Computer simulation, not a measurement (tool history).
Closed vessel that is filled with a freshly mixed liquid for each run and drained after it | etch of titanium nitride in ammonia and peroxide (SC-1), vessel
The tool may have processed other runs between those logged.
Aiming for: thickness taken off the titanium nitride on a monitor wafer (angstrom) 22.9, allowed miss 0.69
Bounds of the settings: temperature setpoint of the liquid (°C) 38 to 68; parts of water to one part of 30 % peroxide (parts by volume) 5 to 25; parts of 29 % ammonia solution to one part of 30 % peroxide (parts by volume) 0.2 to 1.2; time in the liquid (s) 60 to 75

run,hour,temperature setpoint of the liquid (°C),parts of water to one part of 30 % peroxide (parts by volume),parts of 29 % ammonia solution to one part of 30 % peroxide (parts by volume),time in the liquid (s),thickness taken off the titanium nitride on a monitor wafer (angstrom)
1,0,52,14,0.7,75,59.381
2,7.7,49.5,14,0.7,75,49.555
3,9.2,47.5,14,0.7,75,42.791
4,10.3,47.5,14,0.7,60,34.592
5,13.8,46.5,14,0.7,60,32.364
6,14.8,46.5,14,0.7,60,32.21
7,17.2,45.5,14,0.7,60,30.165
8,22.3,45,14,0.7,60,29.02
9,23.3,41,14,0.7,60,21.513

Exercise: of the 4 proposed moves below, exactly one satisfies all targets within the stated allowed misses. Which move is it?
A,24.3,40.5,12,0.4,60,?
B,24.3,39,14,0.65,75,?
C,24.3,40.5,16.5,0.9,60,?
D,24.3,41,16.5,0.45,65,?

move,thickness taken off the titanium nitride on a monitor wafer (angstrom)
A,20.333
B,22.826
C,19.77
D,19.636
A: further off than the last run
B: hits every target within its allowed miss
C: further off than the last run
D: further off than the last run
Move B is the one to make.

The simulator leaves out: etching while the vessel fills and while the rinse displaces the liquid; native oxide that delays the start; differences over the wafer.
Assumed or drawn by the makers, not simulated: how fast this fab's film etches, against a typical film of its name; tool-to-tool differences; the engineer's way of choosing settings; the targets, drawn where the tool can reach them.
